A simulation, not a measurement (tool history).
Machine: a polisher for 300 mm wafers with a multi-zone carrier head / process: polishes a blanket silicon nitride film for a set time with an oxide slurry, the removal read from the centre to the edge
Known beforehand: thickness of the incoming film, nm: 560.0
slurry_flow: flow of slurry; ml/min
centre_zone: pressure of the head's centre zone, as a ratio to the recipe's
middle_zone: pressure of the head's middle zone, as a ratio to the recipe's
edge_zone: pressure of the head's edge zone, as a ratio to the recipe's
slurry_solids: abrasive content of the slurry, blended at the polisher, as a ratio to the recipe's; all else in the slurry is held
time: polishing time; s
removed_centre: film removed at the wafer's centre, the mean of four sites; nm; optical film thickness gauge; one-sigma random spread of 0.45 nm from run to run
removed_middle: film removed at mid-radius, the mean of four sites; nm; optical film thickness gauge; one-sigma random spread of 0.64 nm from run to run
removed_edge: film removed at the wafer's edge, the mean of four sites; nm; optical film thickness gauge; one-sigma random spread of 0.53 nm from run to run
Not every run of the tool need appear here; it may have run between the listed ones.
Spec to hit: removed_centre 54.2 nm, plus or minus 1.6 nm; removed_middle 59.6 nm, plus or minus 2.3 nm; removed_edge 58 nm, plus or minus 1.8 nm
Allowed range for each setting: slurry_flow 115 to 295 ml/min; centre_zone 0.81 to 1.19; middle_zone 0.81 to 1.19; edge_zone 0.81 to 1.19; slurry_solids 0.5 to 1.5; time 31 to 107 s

run,day,slurry_flow,centre_zone,middle_zone,edge_zone,slurry_solids,time,removed_centre,removed_middle,removed_edge
1,0,190,1,1,1,1,69,74.548,76.556,77.058
2,0.125,190,0.99,1,0.98,0.95,69,71.76,74.667,73.16
3,0.471,185,0.97,0.99,0.97,0.95,69,69.301,72.188,72.314
4,0.792,180,0.96,0.99,0.95,0.95,69,69.523,72.896,72.38
5,1.138,180,0.88,0.99,0.95,0.95,69,62.87,73.358,71.972
6,1.346,145,0.88,0.99,0.95,0.95,69,60.92,70.182,70.581
7,1.604,145,0.88,0.99,0.94,0.9,69,57.797,67.239,67.049
8,1.833,145,0.88,0.99,0.93,0.9,69,58.161,66.894,67.909
9,2.142,150,0.89,0.99,0.92,0.9,69,58.602,69.023,67.158
10,2.45,150,0.9,0.98,0.91,0.9,69,60.301,68.496,68.031
11,2.696,150,0.91,0.98,0.91,0.85,69,58.842,65.972,65.098
12,2.85,150,0.91,0.98,0.9,0.85,69,58.94,67.133,64.429
13,2.962,150,0.91,0.97,0.89,0.85,69,58.306,65.167,63.445
14,3.004,150,0.91,0.96,0.88,0.85,69,58.302,64.812,62.581
15,3.212,150,0.91,0.95,0.87,0.85,69,58.246,64.843,63.555
16,3.533,150,0.91,0.95,0.86,0.85,69,59.13,64.231,62.774

Which of these 5 next moves meets every target?
A,3.854,120,0.97,1.02,0.92,0.95,60,?,?,?
B,3.854,145,0.85,1.07,0.84,0.75,73,?,?,?
C,3.854,135,0.95,1.01,0.81,0.65,75,?,?,?
D,3.854,195,0.89,1.1,0.84,0.8,66,?,?,?
E,3.854,175,0.92,0.91,0.86,0.65,91,?,?,?

move,removed_centre,removed_middle,removed_edge
A,53.984,58.019,56.969
B,52.594,66.819,59.489
C,53.471,57.953,53.664
D,55.456,68.338,58.488
E,66.868,68.138,69.694
A: every result within its allowed miss
B: the result that was furthest off in the last run now lies on the other side of its target
C: the worst result of the last run now meets its target, but another is out of spec
D: the worst result of the last run now meets its target, but another is out of spec
E: lands further from the targets than the last run did
The move that meets every target is A.
